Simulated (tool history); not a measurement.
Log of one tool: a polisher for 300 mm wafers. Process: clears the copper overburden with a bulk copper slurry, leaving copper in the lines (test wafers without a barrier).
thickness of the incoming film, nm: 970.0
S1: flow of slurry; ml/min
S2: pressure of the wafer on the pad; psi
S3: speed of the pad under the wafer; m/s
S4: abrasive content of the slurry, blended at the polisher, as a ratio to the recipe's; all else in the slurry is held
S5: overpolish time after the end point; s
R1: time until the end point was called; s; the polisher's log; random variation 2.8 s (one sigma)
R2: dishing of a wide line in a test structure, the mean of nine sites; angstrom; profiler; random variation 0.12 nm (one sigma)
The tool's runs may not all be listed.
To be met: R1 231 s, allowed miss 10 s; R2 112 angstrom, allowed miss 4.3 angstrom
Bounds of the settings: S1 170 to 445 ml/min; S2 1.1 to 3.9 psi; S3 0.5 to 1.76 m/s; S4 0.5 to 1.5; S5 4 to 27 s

run 1 hour=0 | S1=285 S2=2.5 S3=1.12 S4=1 S5=14 | R1=127.79 R2=504.71
run 2 hour=3.9 | S1=285 S2=2.2 S3=1.04 S4=1 S5=12 | R1=155.17 R2=400.67
run 3 hour=7 | S1=290 S2=2 S3=0.96 S4=1.05 S5=10 | R1=177.12 R2=309.11
run 4 hour=11.9 | S1=325 S2=1.8 S3=0.9 S4=1.15 S5=9 | R1=199.6 R2=259.65
run 5 hour=16.2 | S1=350 S2=1.8 S3=0.9 S4=1.15 S5=9 | R1=199.98 R2=260.81
run 6 hour=22.3 | S1=350 S2=1.8 S3=0.9 S4=1.15 S5=4 | R1=199.44 R2=129.6
run 7 hour=31.2 | S1=350 S2=1.1 S3=0.98 S4=1.15 S5=4 | R1=293.52 R2=85.245
run 8 hour=34.2 | S1=350 S2=1.2 S3=0.98 S4=1.15 S5=4 | R1=271.59 R2=95.441
run 9 hour=38.7 | S1=350 S2=1.3 S3=0.98 S4=1.15 S5=4 | R1=256.85 R2=101.45

5 next moves are on the table. One of them brings every result within its allowed miss. Which?
run A hour=43.2 | S1=355 S2=1.4 S3=0.9 S4=1.1 S5=4 | R1=? R2=?
run B hour=43.2 | S1=345 S2=1.7 S3=0.68 S4=1.15 S5=4 | R1=? R2=?
run C hour=43.2 | S1=375 S2=1.5 S3=0.94 S4=1.1 S5=4 | R1=? R2=?
run D hour=43.2 | S1=315 S2=1.3 S3=1 S4=1.15 S5=4 | R1=? R2=?
run E hour=43.2 | S1=320 S2=1.3 S3=0.98 S4=1.1 S5=4 | R1=? R2=?

move=A R1=256.45 R2=100.32
move=B R1=254.42 R2=101.59
move=C R1=232.22 R2=110.16
move=D R1=255.85 R2=100.32
move=E R1=261.29 R2=98.39
A: further off than the last run
B: nearer than the last run, and not there yet
C: meets every target
D: further off than the last run
E: further off than the last run
Move C is the one to make.

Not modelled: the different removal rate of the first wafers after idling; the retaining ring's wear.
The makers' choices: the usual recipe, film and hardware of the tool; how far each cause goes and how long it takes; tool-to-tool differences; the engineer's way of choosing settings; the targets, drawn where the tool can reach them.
